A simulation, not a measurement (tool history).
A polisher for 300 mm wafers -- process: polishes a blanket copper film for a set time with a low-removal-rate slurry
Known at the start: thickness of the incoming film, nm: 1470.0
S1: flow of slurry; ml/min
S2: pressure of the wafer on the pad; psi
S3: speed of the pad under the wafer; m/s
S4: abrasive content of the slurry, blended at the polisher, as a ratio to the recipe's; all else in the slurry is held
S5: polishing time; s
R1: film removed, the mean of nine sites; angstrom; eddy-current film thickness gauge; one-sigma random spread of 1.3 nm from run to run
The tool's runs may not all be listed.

Run 1, hour 0: S1 210 ml/min, S2 2 psi, S3 1.02 m/s, S4 1, S5 46 s. Result: R1 922.68 angstrom.
Run 2, hour 3: S1 165 ml/min, S2 2 psi, S3 1.02 m/s, S4 1, S5 46 s. Result: R1 906.21 angstrom.
Run 3, hour 5.8: S1 165 ml/min, S2 2.3 psi, S3 1.02 m/s, S4 1, S5 46 s. Result: R1 1016.5 angstrom.
Run 4, hour 8.3: S1 170 ml/min, S2 2.6 psi, S3 1.02 m/s, S4 1, S5 46 s. Result: R1 1166.7 angstrom.
Run 5, hour 11.6: S1 175 ml/min, S2 2.8 psi, S3 1.02 m/s, S4 1, S5 46 s. Result: R1 1256.3 angstrom.
Run 6, hour 18.1: S1 220 ml/min, S2 2.8 psi, S3 1.02 m/s, S4 1, S5 46 s. Result: R1 1276.1 angstrom.
Run 7, hour 25.1: S1 220 ml/min, S2 2.9 psi, S3 1.02 m/s, S4 1, S5 46 s. Result: R1 1338.8 angstrom.

Run 8 is up next; what results do you expect?
Run 8, hour 29.4: S1 220 ml/min, S2 3 psi, S3 1.02 m/s, S4 1, S5 46 s. Result: R1 ?.

Run 8 measured R1 1363.3 angstrom.
